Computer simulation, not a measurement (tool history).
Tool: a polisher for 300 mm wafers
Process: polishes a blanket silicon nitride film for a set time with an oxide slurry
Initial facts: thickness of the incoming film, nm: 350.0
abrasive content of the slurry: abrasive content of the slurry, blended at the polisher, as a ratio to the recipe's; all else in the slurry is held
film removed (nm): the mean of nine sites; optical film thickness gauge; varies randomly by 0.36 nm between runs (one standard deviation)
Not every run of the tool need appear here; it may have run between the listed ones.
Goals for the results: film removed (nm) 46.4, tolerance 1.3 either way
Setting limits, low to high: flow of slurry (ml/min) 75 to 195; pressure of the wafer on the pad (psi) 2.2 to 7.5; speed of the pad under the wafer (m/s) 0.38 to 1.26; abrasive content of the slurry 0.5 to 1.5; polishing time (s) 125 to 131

| run | hour | flow of slurry (ml/min) | pressure of the wafer on the pad (psi) | speed of the pad under the wafer (m/s) | abrasive content of the slurry | polishing time (s) | film removed (nm) |
|---|---|---|---|---|---|---|---|
| 1 | 0 | 125 | 4.8 | 0.82 | 1 | 125 | 104.3 |
| 2 | 3.6 | 125 | 5.9 | 0.82 | 1 | 125 | 128.91 |
| 3 | 12.5 | 125 | 5.5 | 0.82 | 1 | 125 | 120.55 |
| 4 | 21.1 | 125 | 5.5 | 0.74 | 1 | 125 | 109.63 |
| 5 | 25.6 | 125 | 5.5 | 0.88 | 1 | 125 | 125.23 |
| 6 | 29.7 | 115 | 4.5 | 0.78 | 1 | 125 | 92.179 |
| 7 | 36.6 | 110 | 3.8 | 0.72 | 1 | 125 | 72.899 |
| 8 | 39.1 | 105 | 3.3 | 0.7 | 1 | 125 | 61.006 |
| 9 | 40.7 | 100 | 3 | 0.7 | 1 | 125 | 55.131 |
| 10 | 49.5 | 80 | 2.4 | 0.7 | 1 | 125 | 41.24 |
| 11 | 58.2 | 85 | 2.4 | 0.7 | 1 | 125 | 43.21 |
| 12 | 59.9 | 90 | 2.4 | 0.7 | 1 | 125 | 43.465 |
| 13 | 68.5 | 95 | 2.4 | 0.7 | 1 | 125 | 44.369 |

4 candidate next runs follow, results not yet known. Just one meets every target within its allowed miss. Identify it.
| A | 77.1 | 115 | 2.5 | 0.74 | 0.85 | 131 | ? |
| B | 77.1 | 115 | 2.2 | 0.68 | 0.95 | 131 | ? |
| C | 77.1 | 80 | 2.2 | 0.72 | 1.05 | 125 | ? |
| D | 77.1 | 105 | 2.6 | 0.7 | 0.9 | 125 | ? |

| move | film removed (nm) |
|---|---|
| A | 49.656 |
| B | 43.26 |
| C | 40.404 |
| D | 47.147 |
A: moves the result that the last run missed by most past its target, out the other side
B: further off than the last run
C: further off than the last run
D: each result inside its tolerance
D meets every target.
